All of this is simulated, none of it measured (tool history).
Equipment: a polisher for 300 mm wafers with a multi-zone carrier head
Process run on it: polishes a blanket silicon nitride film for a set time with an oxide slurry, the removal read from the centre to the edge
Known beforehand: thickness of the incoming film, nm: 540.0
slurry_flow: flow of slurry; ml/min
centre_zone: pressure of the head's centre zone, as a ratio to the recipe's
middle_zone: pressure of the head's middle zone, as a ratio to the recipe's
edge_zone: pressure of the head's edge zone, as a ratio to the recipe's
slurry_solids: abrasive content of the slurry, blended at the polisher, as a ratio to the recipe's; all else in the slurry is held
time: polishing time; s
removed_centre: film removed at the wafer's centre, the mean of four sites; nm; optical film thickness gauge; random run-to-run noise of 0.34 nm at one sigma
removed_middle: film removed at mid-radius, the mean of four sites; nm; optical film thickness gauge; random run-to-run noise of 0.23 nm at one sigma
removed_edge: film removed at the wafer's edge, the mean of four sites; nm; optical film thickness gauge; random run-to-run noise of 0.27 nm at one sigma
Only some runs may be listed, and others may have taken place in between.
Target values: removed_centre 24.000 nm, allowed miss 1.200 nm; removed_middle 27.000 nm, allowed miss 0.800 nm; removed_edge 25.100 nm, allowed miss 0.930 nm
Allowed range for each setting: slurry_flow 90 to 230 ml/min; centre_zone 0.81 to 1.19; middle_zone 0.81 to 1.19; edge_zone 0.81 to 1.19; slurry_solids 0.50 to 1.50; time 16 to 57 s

run  hour  slurry_flow  centre_zone  middle_zone  edge_zone  slurry_solids  time  removed_centre  removed_middle  removed_edge
  1   0.0          150         1.00         1.00       1.00           1.00    36          35.716          33.471        35.245
  2   8.1          150         0.99         1.01       0.98           0.95    36          32.871          32.598        33.394
  3  13.7          150         0.94         1.01       0.98           0.95    36          31.364          32.014        33.193
  4  17.9          150         0.94         0.95       0.98           0.95    36          30.927          31.447        32.888
  5  19.4          150         0.94         0.95       0.96           0.90    36          30.059          29.689        31.385
  6  25.8          150         0.93         0.96       0.94           0.90    36          30.219          29.949        31.105
  7  31.8          150         0.92         0.97       0.93           0.90    36          28.943          30.340        31.057
  8  40.6          150         0.92         0.98       0.92           0.85    36          28.739          29.506        29.635
  9  42.6          145         0.91         0.98       0.91           0.85    36          27.839          28.494        29.965
 10  49.6          150         0.90         0.98       0.90           0.85    36          27.116          29.177        29.889
 11  55.8          155         0.90         0.99       0.89           0.80    36          25.761          27.702        28.179
 12  64.7          160         0.91         1.00       0.88           0.80    36          26.577          28.405        28.043
 13  65.4          165         0.91         1.00       0.87           0.80    36          26.243          28.345        27.609
 14  72.5          165         0.91         1.00       0.86           0.80    36          26.864          28.504        27.419

Which one of the following 5 next-run settings gets every result inside its allowed miss? There is exactly one.
  A  79.6          145         0.90         1.05       0.84           0.60    47               ?               ?             ?
  B  79.6          140         0.91         1.00       0.85           0.80    33               ?               ?             ?
  C  79.6          230         1.08         1.09       0.81           0.75    32               ?               ?             ?
  D  79.6          105         0.96         0.84       0.94           0.75    43               ?               ?             ?
  E  79.6          160         0.94         0.99       0.85           0.85    34               ?               ?             ?

move  removed_centre  removed_middle  removed_edge
   A          24.053          27.192        24.813
   B          23.860          25.638        24.567
   C          27.645          26.900        23.013
   D          28.936          25.764        30.394
   E          27.395          28.228        27.125
A: each result inside its tolerance
B: corrects the largest miss of the last run, while another result sits out of spec
C: takes the biggest miss from the last run beyond its target
D: misses by more than the last run did
E: misses by more than the last run did
So the answer is move A, the one that meets all the targets.
